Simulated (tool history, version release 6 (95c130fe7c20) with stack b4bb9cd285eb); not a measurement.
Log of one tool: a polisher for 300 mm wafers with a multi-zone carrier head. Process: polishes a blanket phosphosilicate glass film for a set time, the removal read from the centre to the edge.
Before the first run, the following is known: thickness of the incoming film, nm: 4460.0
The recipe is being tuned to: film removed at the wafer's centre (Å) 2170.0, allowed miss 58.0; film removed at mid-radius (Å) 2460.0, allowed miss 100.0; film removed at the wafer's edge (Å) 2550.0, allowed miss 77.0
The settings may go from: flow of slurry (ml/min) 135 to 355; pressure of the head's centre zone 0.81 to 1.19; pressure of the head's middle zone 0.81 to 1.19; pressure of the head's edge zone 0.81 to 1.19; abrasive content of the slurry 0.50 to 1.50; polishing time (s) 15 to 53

run,hour,flow of slurry (ml/min),pressure of the head's centre zone,pressure of the head's middle zone,pressure of the head's edge zone,abrasive content of the slurry,polishing time (s),film removed at the wafer's centre (Å),film removed at mid-radius (Å),film removed at the wafer's edge (Å)
1,0.0,225,1.00,1.00,1.00,1.00,34,3527.3,3271.8,3366.0
2,8.1,225,1.00,1.06,1.00,1.00,34,3561.2,3441.8,3326.0
3,10.8,225,0.93,1.06,1.00,1.00,34,3301.7,3415.6,3376.4
4,19.7,190,0.93,1.06,1.00,1.00,34,3211.8,3361.1,3315.2
5,27.5,190,0.93,1.06,1.00,1.00,31,2963.0,3068.2,2967.2
# hour 28.5: centre zone pressure recalibrated
6,28.5,190,0.98,1.06,1.00,1.00,31,2891.6,3107.8,2997.3
7,36.8,135,1.08,1.09,1.10,0.75,30,2515.1,2485.4,2531.0
8,40.1,135,1.05,1.09,1.11,0.75,30,2410.8,2505.5,2538.6

Which of these 5 next moves meets every target?
A,43.4,145,0.99,1.14,1.11,0.80,27,?,?,?
B,43.4,145,0.95,1.08,1.12,0.50,36,?,?,?
C,43.4,135,1.04,1.09,1.13,0.75,27,?,?,?
D,43.4,135,1.03,1.03,1.14,0.70,31,?,?,?
E,43.4,135,0.98,1.13,1.19,0.60,30,?,?,?

move,film removed at the wafer's centre (Å),film removed at mid-radius (Å),film removed at the wafer's edge (Å)
A,2159.6,2469.6,2382.0
B,2163.5,2463.8,2502.1
C,2162.4,2268.6,2306.8
D,2375.1,2398.7,2573.2
E,2020.5,2321.0,2348.8
A: the worst result of the last run now meets its target, but another is out of spec
B: hits every target within its allowed miss
C: the worst result of the last run now meets its target, but another is out of spec
D: closer than the last run, but not yet in spec
E: carries the result that was furthest off beyond its target, to the other side
B is the move that brings every result within its allowed miss.
